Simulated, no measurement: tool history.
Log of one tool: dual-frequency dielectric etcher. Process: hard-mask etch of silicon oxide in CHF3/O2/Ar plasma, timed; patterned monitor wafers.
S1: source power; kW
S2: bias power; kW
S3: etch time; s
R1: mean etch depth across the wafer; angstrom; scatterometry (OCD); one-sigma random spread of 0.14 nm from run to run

{"run": 1, "hour": 0.0, "S1": 0.61, "S2": 0.197, "S3": 29, "R1": 634.79}
{"run": 2, "hour": 7.0, "S1": 0.57, "S2": 0.194, "S3": 29, "R1": 621.03}
{"run": 3, "hour": 14.2, "S1": 0.57, "S2": 0.224, "S3": 29, "R1": 663.57}
{"run": 4, "hour": 17.1, "S1": 0.52, "S2": 0.215, "S3": 29, "R1": 635.84}
{"run": 5, "hour": 18.7, "S1": 0.52, "S2": 0.215, "S3": 30.5, "R1": 671.1}
{"run": 6, "hour": 25.3, "S1": 0.52, "S2": 0.231, "S3": 30.5, "R1": 694.1}

The next listed run, before its measurement:
{"run": 7, "hour": 31.3, "S1": 0.4, "S2": 0.192, "S3": 30, "R1": "?"}

Run 7 yielded R1 590.63 angstrom.

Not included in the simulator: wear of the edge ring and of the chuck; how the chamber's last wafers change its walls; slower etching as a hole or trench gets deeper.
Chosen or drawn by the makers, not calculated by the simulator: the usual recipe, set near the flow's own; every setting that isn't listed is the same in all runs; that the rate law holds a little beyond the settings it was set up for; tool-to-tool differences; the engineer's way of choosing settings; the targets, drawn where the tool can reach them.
